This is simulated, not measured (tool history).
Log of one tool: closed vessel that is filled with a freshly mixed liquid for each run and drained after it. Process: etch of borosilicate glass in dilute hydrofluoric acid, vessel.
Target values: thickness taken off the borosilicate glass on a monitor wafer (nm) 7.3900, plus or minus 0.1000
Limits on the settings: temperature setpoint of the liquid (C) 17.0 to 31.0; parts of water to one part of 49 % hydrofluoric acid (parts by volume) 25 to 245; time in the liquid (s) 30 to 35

| run | day | temperature setpoint of the liquid (C) | parts of water to one part of 49 % hydrofluoric acid (parts by volume) | time in the liquid (s) | thickness taken off the borosilicate glass on a monitor wafer (nm) |
|---|---|---|---|---|---|
| 1 | 0.000 | 23.0 | 135 | 35 | 8.1198 |
| 2 | 0.121 | 26.0 | 135 | 35 | 9.0971 |
| 3 | 0.175 | 24.5 | 135 | 35 | 8.5549 |
| 4 | 0.246 | 24.5 | 160 | 35 | 7.0336 |
| 5 | 0.371 | 25.0 | 160 | 35 | 7.1090 |
| 6 | 0.425 | 25.0 | 135 | 35 | 8.7051 |
| 7 | 0.667 | 23.5 | 135 | 35 | 8.1822 |
| 8 | 0.829 | 23.0 | 135 | 35 | 8.0667 |
| 9 | 1.071 | 23.0 | 135 | 35 | 8.0514 |
| 10 | 1.108 | 22.5 | 135 | 35 | 7.8838 |
| 11 | 1.204 | 22.0 | 135 | 35 | 7.7712 |
| 12 | 1.333 | 21.5 | 135 | 35 | 7.5793 |

Of the 4 settings listed for the next run, only one would bring every result within its allowed miss of target. Which one?
| A | 1.462 | 19.0 | 130 | 35 | ? |
| B | 1.462 | 22.5 | 125 | 30 | ? |
| C | 1.462 | 21.5 | 115 | 30 | ? |
| D | 1.462 | 20.5 | 120 | 30 | ? |

| move | thickness taken off the borosilicate glass on a monitor wafer (nm) |
|---|---|
| A | 7.1359 |
| B | 7.3589 |
| C | 7.7747 |
| D | 7.1171 |
A: moves the result that the last run missed by most past its target, out the other side
B: every result lands within tolerance
C: further off than the last run
D: moves the result that the last run missed by most past its target, out the other side
The move that meets every target is B.
